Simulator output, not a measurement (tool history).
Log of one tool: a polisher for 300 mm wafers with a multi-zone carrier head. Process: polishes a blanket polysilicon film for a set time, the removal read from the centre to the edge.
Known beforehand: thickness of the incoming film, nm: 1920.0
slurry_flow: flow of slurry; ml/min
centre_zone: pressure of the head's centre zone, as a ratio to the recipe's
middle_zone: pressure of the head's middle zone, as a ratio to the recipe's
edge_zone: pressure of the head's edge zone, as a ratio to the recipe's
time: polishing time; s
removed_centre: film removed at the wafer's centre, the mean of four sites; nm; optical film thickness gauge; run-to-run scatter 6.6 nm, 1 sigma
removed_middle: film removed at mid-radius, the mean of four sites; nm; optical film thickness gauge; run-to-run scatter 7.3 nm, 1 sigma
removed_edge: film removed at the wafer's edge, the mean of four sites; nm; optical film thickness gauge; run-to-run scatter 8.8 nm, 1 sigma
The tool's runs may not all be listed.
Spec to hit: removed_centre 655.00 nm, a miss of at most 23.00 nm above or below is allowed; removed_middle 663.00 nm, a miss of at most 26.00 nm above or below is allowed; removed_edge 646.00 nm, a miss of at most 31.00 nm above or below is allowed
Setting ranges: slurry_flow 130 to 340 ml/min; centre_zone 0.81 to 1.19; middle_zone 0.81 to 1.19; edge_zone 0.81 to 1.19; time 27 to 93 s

{"run": 1, "day": 0.0, "slurry_flow": 220, "centre_zone": 1.0, "middle_zone": 1.0, "edge_zone": 1.0, "time": 59, "removed_centre": 504.96, "removed_middle": 514.97, "removed_edge": 512.85}
{"run": 2, "day": 0.271, "slurry_flow": 220, "centre_zone": 1.0, "middle_zone": 1.0, "edge_zone": 1.05, "time": 59, "removed_centre": 491.34, "removed_middle": 507.71, "removed_edge": 527.0}
{"run": 3, "day": 0.383, "slurry_flow": 225, "centre_zone": 1.02, "middle_zone": 1.02, "edge_zone": 1.06, "time": 60, "removed_centre": 524.76, "removed_middle": 524.99, "removed_edge": 518.55}
{"run": 4, "day": 0.542, "slurry_flow": 190, "centre_zone": 1.02, "middle_zone": 1.02, "edge_zone": 1.06, "time": 60, "removed_centre": 510.48, "removed_middle": 506.21, "removed_edge": 512.47}
{"run": 5, "day": 0.658, "slurry_flow": 190, "centre_zone": 1.02, "middle_zone": 1.02, "edge_zone": 1.06, "time": 53, "removed_centre": 456.59, "removed_middle": 451.07, "removed_edge": 472.82}
{"run": 6, "day": 1.033, "slurry_flow": 190, "centre_zone": 1.02, "middle_zone": 1.02, "edge_zone": 1.06, "time": 68, "removed_centre": 577.42, "removed_middle": 567.63, "removed_edge": 592.48}
{"run": 7, "day": 1.142, "slurry_flow": 200, "centre_zone": 1.02, "middle_zone": 1.02, "edge_zone": 1.06, "time": 69, "removed_centre": 585.66, "removed_middle": 591.18, "removed_edge": 604.81}
{"day": 1.371, "done": "slurry nozzle cleaned"}
{"run": 8, "day": 1.371, "slurry_flow": 210, "centre_zone": 1.02, "middle_zone": 1.02, "edge_zone": 1.06, "time": 70, "removed_centre": 621.06, "removed_middle": 618.21, "removed_edge": 632.35}

Of the 4 settings listed for the next run, only one would bring every result within its allowed miss of target. Which one?
{"run": "A", "day": 1.6, "slurry_flow": 290, "centre_zone": 1.0, "middle_zone": 0.87, "edge_zone": 1.18, "time": 73, "removed_centre": "?", "removed_middle": "?", "removed_edge": "?"}
{"run": "B", "day": 1.6, "slurry_flow": 255, "centre_zone": 1.04, "middle_zone": 1.09, "edge_zone": 1.1, "time": 70, "removed_centre": "?", "removed_middle": "?", "removed_edge": "?"}
{"run": "C", "day": 1.6, "slurry_flow": 200, "centre_zone": 1.03, "middle_zone": 0.95, "edge_zone": 1.06, "time": 79, "removed_centre": "?", "removed_middle": "?", "removed_edge": "?"}
{"run": "D", "day": 1.6, "slurry_flow": 130, "centre_zone": 1.1, "middle_zone": 0.88, "edge_zone": 1.13, "time": 81, "removed_centre": "?", "removed_middle": "?", "removed_edge": "?"}

move=A removed_centre=664.35 removed_middle=595.85 removed_edge=715.09
move=B removed_centre=655.13 removed_middle=667.80 removed_edge=653.88
move=C removed_centre=711.89 removed_middle=663.22 removed_edge=712.43
move=D removed_centre=736.20 removed_middle=610.67 removed_edge=727.47
A: its largest miss is bigger than the last run's
B: meets every target
C: brings the last run's worst result on target, with another outside its allowed miss
D: its largest miss is bigger than the last run's
Correct choice: B, which meets every target
